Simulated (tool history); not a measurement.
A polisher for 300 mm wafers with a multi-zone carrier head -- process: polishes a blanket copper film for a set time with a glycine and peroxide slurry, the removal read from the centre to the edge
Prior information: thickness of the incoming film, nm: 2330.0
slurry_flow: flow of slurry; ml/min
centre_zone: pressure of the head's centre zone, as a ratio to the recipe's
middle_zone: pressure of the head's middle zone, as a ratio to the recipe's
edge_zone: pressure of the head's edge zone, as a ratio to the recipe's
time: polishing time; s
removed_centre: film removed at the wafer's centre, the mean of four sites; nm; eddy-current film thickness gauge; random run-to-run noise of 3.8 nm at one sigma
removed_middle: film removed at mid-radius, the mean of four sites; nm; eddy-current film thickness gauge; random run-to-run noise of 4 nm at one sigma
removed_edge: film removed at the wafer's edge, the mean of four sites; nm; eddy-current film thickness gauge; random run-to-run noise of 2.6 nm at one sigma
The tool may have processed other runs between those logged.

run  hour  slurry_flow  centre_zone  middle_zone  edge_zone  time  removed_centre  removed_middle  removed_edge
  1   0.0          315         1.00         1.00       1.00    59          303.64          300.03        304.66
  2   4.1          280         1.00         1.00       1.00    59          306.03          297.44        299.28
  3  10.1          300         0.99         0.99       1.03    60          307.47          306.45        309.88
  4  15.0          300         0.99         0.99       1.03    65          329.33          324.23        337.06
  5  21.8          300         0.99         0.99       0.99    65          337.13          332.96        332.56
  6  22.9          300         1.08         0.99       0.99    65          361.40          324.92        332.99
  7  30.1          315         1.06         0.97       1.02    66          362.69          326.08        341.23
  8  34.6          325         1.03         0.95       1.05    67          360.39          328.50        351.00
  9  42.4          295         0.93         0.85       1.15    74          351.36          333.61        405.51

Expected results for the next run?
 10  50.7          295         0.92         0.85       1.15    74               ?               ?             ?

{"run 10": {"removed_centre": 347.11, "removed_middle": 333.84, "removed_edge": 403.45}}
